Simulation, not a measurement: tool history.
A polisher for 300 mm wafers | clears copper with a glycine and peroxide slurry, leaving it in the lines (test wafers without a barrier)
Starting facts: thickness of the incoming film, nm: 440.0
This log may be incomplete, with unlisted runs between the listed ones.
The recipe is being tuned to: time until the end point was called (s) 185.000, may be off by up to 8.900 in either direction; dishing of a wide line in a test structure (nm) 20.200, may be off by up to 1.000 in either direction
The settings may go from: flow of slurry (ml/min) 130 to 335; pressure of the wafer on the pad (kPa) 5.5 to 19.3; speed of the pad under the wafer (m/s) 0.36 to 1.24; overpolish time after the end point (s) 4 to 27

run  hour  flow of slurry (ml/min)  pressure of the wafer on the pad (kPa)  speed of the pad under the wafer (m/s)  overpolish time after the end point (s)  time until the end point was called (s)  dishing of a wide line in a test structure (nm)
  1   0.0                      215                                    12.4                                    0.80                                       14                                  128.270                                           29.020
  2   5.1                      215                                    14.5                                    0.80                                       14                                  118.110                                           32.378
  3  12.5                      215                                    16.5                                    0.80                                       14                                  104.060                                           35.873
  4  15.9                      175                                    16.5                                    0.80                                       14                                  106.190                                           34.651
     22.5  -- worn pad replaced by a new one
  5  22.5                      175                                    16.5                                    0.80                                       17                                   96.873                                           44.320
  6  28.6                      175                                    18.6                                    0.80                                       17                                   86.728                                           47.304
  7  32.2                      175                                    17.9                                    0.78                                       16                                   89.687                                           43.829
  8  39.4                      175                                    17.2                                    0.76                                       16                                   97.565                                           42.188
  9  44.7                      180                                    13.8                                    0.68                                       10                                  122.380                                           22.805
 10  52.3                      185                                    13.1                                    0.68                                       10                                  131.300                                           21.646
 11  54.5                      190                                    12.4                                    0.68                                       10                                  133.320                                           21.659
 12  58.8                      170                                     9.0                                    0.62                                       13                                  174.210                                           21.210

Below are 5 possible settings for the next run. Only one of them brings all results inside the allowed miss of their targets. Which is it?
  A  63.1                      210                                    10.3                                    0.46                                       13                                        ?                                                ?
  B  63.1                      165                                     9.0                                    0.66                                       10                                        ?                                                ?
  C  63.1                      145                                    10.3                                    0.58                                       12                                        ?                                                ?
  D  63.1                      130                                     9.0                                    0.68                                       12                                        ?                                                ?
  E  63.1                      145                                     7.6                                    0.66                                       15                                        ?                                                ?

move  time until the end point was called (s)  dishing of a wide line in a test structure (nm)
   A                                  183.080                                           19.972
   B                                  165.190                                           17.062
   C                                  165.680                                           20.205
   D                                  165.680                                           20.118
   E                                  183.770                                           22.470
A: each result inside its tolerance
B: further off than the last run
C: further off than the last run
D: further off than the last run
E: puts the biggest miss on target and leaves a different result outside tolerance
A is the move that brings every result within its allowed miss.
